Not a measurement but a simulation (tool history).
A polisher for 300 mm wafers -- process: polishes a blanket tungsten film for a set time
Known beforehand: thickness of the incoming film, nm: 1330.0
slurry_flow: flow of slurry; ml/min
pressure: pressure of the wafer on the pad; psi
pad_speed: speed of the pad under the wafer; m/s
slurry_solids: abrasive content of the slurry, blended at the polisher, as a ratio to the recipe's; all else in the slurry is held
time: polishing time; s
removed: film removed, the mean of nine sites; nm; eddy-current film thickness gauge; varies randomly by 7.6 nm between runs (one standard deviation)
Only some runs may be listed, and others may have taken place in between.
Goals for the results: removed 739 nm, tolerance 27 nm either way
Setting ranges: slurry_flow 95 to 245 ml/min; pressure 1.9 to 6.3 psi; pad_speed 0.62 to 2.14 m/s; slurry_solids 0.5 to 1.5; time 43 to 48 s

run 1 hour=0 | slurry_flow=155 pressure=4.1 pad_speed=1.38 slurry_solids=1 time=48 | removed=326.29
run 2 hour=7.1 | slurry_flow=155 pressure=4.1 pad_speed=1.38 slurry_solids=1.2 time=48 | removed=347.06
run 3 hour=11.5 | slurry_flow=160 pressure=4.6 pad_speed=1.44 slurry_solids=1.2 time=48 | removed=404.53
run 4 hour=16.9 | slurry_flow=160 pressure=4.3 pad_speed=1.44 slurry_solids=1.2 time=48 | removed=375.35
-- hour=18.1 slurry blender recalibrated
run 5 hour=18.1 | slurry_flow=160 pressure=4.7 pad_speed=1.5 slurry_solids=1.2 time=48 | removed=469.01
run 6 hour=26.8 | slurry_flow=160 pressure=5.3 pad_speed=1.5 slurry_solids=1.2 time=48 | removed=524.93
run 7 hour=34.5 | slurry_flow=160 pressure=5.5 pad_speed=1.52 slurry_solids=1.2 time=48 | removed=550.2
run 8 hour=37.4 | slurry_flow=165 pressure=5.7 pad_speed=1.54 slurry_solids=1.2 time=48 | removed=570.59
run 9 hour=45.3 | slurry_flow=165 pressure=5.8 pad_speed=1.58 slurry_solids=1.2 time=48 | removed=608.57
run 10 hour=51.8 | slurry_flow=165 pressure=5.9 pad_speed=1.6 slurry_solids=1.2 time=48 | removed=628.48
run 11 hour=53.6 | slurry_flow=185 pressure=6.3 pad_speed=1.68 slurry_solids=1.2 time=48 | removed=692.45
run 12 hour=59.7 | slurry_flow=180 pressure=6.3 pad_speed=1.68 slurry_solids=1.2 time=48 | removed=701.75
run 13 hour=63.6 | slurry_flow=175 pressure=6.3 pad_speed=1.68 slurry_solids=1.2 time=48 | removed=713.3
run 14 hour=65.5 | slurry_flow=170 pressure=6.3 pad_speed=1.7 slurry_solids=1.2 time=48 | removed=700.18

Which of these 4 next moves meets every target?
run A hour=67.4 | slurry_flow=155 pressure=6 pad_speed=1.8 slurry_solids=1.3 time=43 | removed=?
run B hour=67.4 | slurry_flow=150 pressure=6.2 pad_speed=1.88 slurry_solids=1.15 time=48 | removed=?
run C hour=67.4 | slurry_flow=160 pressure=6.2 pad_speed=1.72 slurry_solids=1.15 time=47 | removed=?
run D hour=67.4 | slurry_flow=175 pressure=6 pad_speed=1.92 slurry_solids=1.2 time=43 | removed=?

move=A removed=644.3
move=B removed=738.18
move=C removed=670.96
move=D removed=678.27
A: its largest miss is bigger than the last run's
B: meets every target
C: its largest miss is bigger than the last run's
D: its largest miss is bigger than the last run's
B is the move that brings every result within its allowed miss.

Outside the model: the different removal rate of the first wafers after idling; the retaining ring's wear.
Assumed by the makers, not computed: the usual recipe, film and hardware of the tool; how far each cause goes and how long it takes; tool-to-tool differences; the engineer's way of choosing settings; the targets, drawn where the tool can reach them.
